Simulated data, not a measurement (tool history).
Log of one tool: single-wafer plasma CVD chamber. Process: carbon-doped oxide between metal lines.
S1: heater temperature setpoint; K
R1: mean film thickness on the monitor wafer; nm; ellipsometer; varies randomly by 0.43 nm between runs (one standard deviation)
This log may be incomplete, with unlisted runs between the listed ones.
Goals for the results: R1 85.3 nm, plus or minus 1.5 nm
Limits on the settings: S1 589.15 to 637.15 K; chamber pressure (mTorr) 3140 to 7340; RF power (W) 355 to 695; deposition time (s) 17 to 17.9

{"run": 1, "hour": 0.0, "S1": 613.15, "chamber pressure (mTorr)": 5240, "RF power (W)": 525, "deposition time (s)": 17.9, "R1": 100.1}
{"run": 2, "hour": 1.2, "S1": 608.15, "chamber pressure (mTorr)": 5240, "RF power (W)": 525, "deposition time (s)": 17.9, "R1": 101.07}
{"run": 3, "hour": 2.7, "S1": 608.15, "chamber pressure (mTorr)": 5240, "RF power (W)": 525, "deposition time (s)": 17.9, "R1": 101.11}
{"run": 4, "hour": 5.3, "S1": 603.15, "chamber pressure (mTorr)": 5240, "RF power (W)": 525, "deposition time (s)": 17.9, "R1": 104.24}
{"run": 5, "hour": 7.8, "S1": 609.15, "chamber pressure (mTorr)": 4950, "RF power (W)": 515, "deposition time (s)": 17.9, "R1": 98.577}
{"run": 6, "hour": 16.3, "S1": 609.15, "chamber pressure (mTorr)": 5460, "RF power (W)": 515, "deposition time (s)": 17.9, "R1": 100.9}
{"run": 7, "hour": 24.2, "S1": 621.15, "chamber pressure (mTorr)": 4410, "RF power (W)": 475, "deposition time (s)": 17.8, "R1": 88.394}
{"run": 8, "hour": 25.4, "S1": 622.15, "chamber pressure (mTorr)": 4340, "RF power (W)": 475, "deposition time (s)": 17.8, "R1": 87.143}
{"run": 9, "hour": 27.4, "S1": 623.15, "chamber pressure (mTorr)": 4310, "RF power (W)": 475, "deposition time (s)": 17.8, "R1": 87.337}

Which single option among these 4 for the next run brings every result within its allowed miss of target? Just one does.
{"run": "A", "hour": 29.4, "S1": 624.15, "chamber pressure (mTorr)": 4560, "RF power (W)": 485, "deposition time (s)": 17.9, "R1": "?"}
{"run": "B", "hour": 29.4, "S1": 625.15, "chamber pressure (mTorr)": 4250, "RF power (W)": 465, "deposition time (s)": 17, "R1": "?"}
{"run": "C", "hour": 29.4, "S1": 623.15, "chamber pressure (mTorr)": 5260, "RF power (W)": 460, "deposition time (s)": 17.9, "R1": "?"}
{"run": "D", "hour": 29.4, "S1": 627.15, "chamber pressure (mTorr)": 4370, "RF power (W)": 470, "deposition time (s)": 17.7, "R1": "?"}

move=A R1=89.573
move=B R1=81.713
move=C R1=88.497
move=D R1=85.385
A: misses by more than the last run did
B: takes the biggest miss from the last run beyond its target
C: misses by more than the last run did
D: in spec on every target
D is the move that brings every result within its allowed miss.

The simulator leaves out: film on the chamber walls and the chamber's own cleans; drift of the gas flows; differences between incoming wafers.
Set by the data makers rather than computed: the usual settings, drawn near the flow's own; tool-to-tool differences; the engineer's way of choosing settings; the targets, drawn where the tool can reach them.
